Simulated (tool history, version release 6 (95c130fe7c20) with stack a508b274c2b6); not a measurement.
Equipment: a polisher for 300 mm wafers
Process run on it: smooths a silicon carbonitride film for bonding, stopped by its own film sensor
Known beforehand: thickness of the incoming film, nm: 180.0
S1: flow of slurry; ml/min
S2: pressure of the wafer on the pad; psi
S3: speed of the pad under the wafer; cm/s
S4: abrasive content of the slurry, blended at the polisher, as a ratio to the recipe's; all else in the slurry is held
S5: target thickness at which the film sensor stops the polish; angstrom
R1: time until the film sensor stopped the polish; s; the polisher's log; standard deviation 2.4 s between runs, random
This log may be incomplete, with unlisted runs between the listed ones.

run 1 hour=0 | S1=220 S2=2.5 S3=84 S4=1 S5=1550 | R1=114.83
run 2 hour=0.6 | S1=220 S2=1.9 S3=84 S4=1 S5=1550 | R1=144.65
run 3 hour=5.2 | S1=220 S2=1.9 S3=84 S4=1 S5=1550 | R1=148.11
run 4 hour=11.6 | S1=220 S2=1.4 S3=84 S4=1 S5=1550 | R1=198.53
run 5 hour=12.1 | S1=220 S2=1.5 S3=84 S4=1 S5=1550 | R1=187.21
run 6 hour=13 | S1=220 S2=1.5 S3=72 S4=1 S5=1550 | R1=211.28

Run 7 is up next; what results do you expect?
run 7 hour=19.9 | S1=220 S2=1.6 S3=72 S4=1 S5=1550 | R1=?

R1: 191.5 s

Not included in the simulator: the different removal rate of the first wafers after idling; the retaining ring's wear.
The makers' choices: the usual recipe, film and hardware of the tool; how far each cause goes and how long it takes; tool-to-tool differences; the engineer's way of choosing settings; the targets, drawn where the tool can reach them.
